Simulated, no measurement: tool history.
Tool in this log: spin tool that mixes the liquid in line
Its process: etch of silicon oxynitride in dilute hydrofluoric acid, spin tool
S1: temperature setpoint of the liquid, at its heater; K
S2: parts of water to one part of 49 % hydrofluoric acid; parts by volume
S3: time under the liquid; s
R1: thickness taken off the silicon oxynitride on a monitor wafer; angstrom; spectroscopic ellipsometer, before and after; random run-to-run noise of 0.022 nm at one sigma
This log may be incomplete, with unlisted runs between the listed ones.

{"run": 1, "day": 0.0, "S1": 295.15, "S2": 295, "S3": 290, "R1": 21.868}
{"run": 2, "day": 0.171, "S1": 295.15, "S2": 295, "S3": 290, "R1": 22.761}
{"run": 3, "day": 0.504, "S1": 294.15, "S2": 325, "S3": 290, "R1": 19.673}
{"run": 4, "day": 0.575, "S1": 293.65, "S2": 355, "S3": 290, "R1": 17.26}
{"run": 5, "day": 0.821, "S1": 293.65, "S2": 310, "S3": 290, "R1": 19.681}
{"run": 6, "day": 1.058, "S1": 293.65, "S2": 270, "S3": 290, "R1": 23.73}
{"run": 7, "day": 1.146, "S1": 293.15, "S2": 310, "S3": 290, "R1": 20.151}
{"run": 8, "day": 1.412, "S1": 292.65, "S2": 340, "S3": 290, "R1": 16.925}
{"run": 9, "day": 1.438, "S1": 292.15, "S2": 355, "S3": 290, "R1": 15.771}
{"run": 10, "day": 1.679, "S1": 291.65, "S2": 370, "S3": 290, "R1": 14.802}
{"run": 11, "day": 1.812, "S1": 291.15, "S2": 380, "S3": 290, "R1": 13.959}

Run 12, settings as shown, results not yet in. Your forecast:
{"run": 12, "day": 1.925, "S1": 291.15, "S2": 390, "S3": 290, "R1": "?"}

R1: 13.388 angstrom
